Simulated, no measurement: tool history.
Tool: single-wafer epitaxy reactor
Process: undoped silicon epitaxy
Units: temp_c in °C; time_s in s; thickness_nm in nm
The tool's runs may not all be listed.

Run 1, hour 0.0: temp_c 670 °C, time_s 334 s. Result: thickness_nm 77.154 nm.
Run 2, hour 5.7: temp_c 675 °C, time_s 334 s. Result: thickness_nm 83.777 nm.
Run 3, hour 8.8: temp_c 675 °C, time_s 371 s. Result: thickness_nm 93.999 nm.
Run 4, hour 14.7: temp_c 675 °C, time_s 330 s. Result: thickness_nm 84.961 nm.
Run 5, hour 19.7: temp_c 685 °C, time_s 330 s. Result: thickness_nm 100.470 nm.
Run 6, hour 25.9: temp_c 694 °C, time_s 330 s. Result: thickness_nm 118.160 nm.
Run 7, hour 27.1: temp_c 686 °C, time_s 329 s. Result: thickness_nm 100.520 nm.
Run 8, hour 30.8: temp_c 680 °C, time_s 328 s. Result: thickness_nm 91.415 nm.
Run 9, hour 37.3: temp_c 675 °C, time_s 327 s. Result: thickness_nm 82.470 nm.

The next listed run, before its measurement:
Run 10, hour 46.0: temp_c 672 °C, time_s 327 s. Result: thickness_nm ?.

{"run 10": {"thickness_nm": 78.208}}
